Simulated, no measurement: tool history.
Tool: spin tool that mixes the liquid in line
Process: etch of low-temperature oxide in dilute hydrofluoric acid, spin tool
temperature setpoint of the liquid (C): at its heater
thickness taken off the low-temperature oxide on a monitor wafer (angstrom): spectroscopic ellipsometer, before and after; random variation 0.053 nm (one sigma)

run,hour,temperature setpoint of the liquid (C),parts of water to one part of 49 % hydrofluoric acid (parts by volume),time under the liquid (s),thickness taken off the low-temperature oxide on a monitor wafer (angstrom)
1,0.0,20.0,110,80,89.888
2,8.9,19.5,115,80,85.084
3,11.2,19.0,115,80,83.437
4,19.6,19.0,85,80,118.970
5,27.4,21.5,85,80,129.120
6,30.6,19.5,85,80,118.550
7,34.2,19.0,95,80,104.210
8,37.1,19.0,95,80,103.960

The next listed run, before its measurement:
9,43.0,18.5,100,80,?

Run 9 gave thickness taken off the low-temperature oxide on a monitor wafer (angstrom) 94.808.
